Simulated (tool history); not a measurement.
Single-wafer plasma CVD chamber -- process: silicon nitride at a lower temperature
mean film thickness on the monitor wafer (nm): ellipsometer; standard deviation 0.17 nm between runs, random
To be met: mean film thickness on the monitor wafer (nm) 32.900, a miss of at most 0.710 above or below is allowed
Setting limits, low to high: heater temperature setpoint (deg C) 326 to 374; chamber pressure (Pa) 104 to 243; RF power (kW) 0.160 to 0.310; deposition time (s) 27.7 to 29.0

| run | hour | heater temperature setpoint (deg C) | chamber pressure (Pa) | RF power (kW) | deposition time (s) | mean film thickness on the monitor wafer (nm) |
|---|---|---|---|---|---|---|
| 1 | 0.0 | 350 | 173 | 0.235 | 29.0 | 28.892 |
| 2 | 7.8 | 350 | 173 | 0.235 | 27.7 | 27.627 |
| 3 | 8.7 | 350 | 185 | 0.240 | 27.8 | 28.938 |
| 4 | 14.9 | 350 | 196 | 0.245 | 27.8 | 29.898 |
| 5 | 16.8 | 350 | 225 | 0.245 | 27.8 | 31.080 |
| 6 | 19.1 | 340 | 225 | 0.245 | 27.8 | 30.913 |
| 7 | 25.7 | 340 | 225 | 0.245 | 27.8 | 30.993 |
| 8 | 31.8 | 340 | 225 | 0.245 | 27.8 | 30.864 |
| 9 | 38.8 | 340 | 228 | 0.250 | 27.8 | 31.775 |

Of the 5 settings listed for the next run, only one would bring every result within its allowed miss of target. Which one?
| A | 45.8 | 343 | 240 | 0.255 | 27.9 | ? |
| B | 45.8 | 343 | 240 | 0.235 | 28.0 | ? |
| C | 45.8 | 341 | 217 | 0.245 | 27.7 | ? |
| D | 45.8 | 337 | 229 | 0.250 | 27.7 | ? |
| E | 45.8 | 341 | 241 | 0.240 | 27.7 | ? |

| move | mean film thickness on the monitor wafer (nm) |
|---|---|
| A | 32.655 |
| B | 30.367 |
| C | 30.501 |
| D | 31.545 |
| E | 30.709 |
A: meets every target
B: its largest miss is bigger than the last run's
C: its largest miss is bigger than the last run's
D: its largest miss is bigger than the last run's
E: its largest miss is bigger than the last run's
The right move is A.
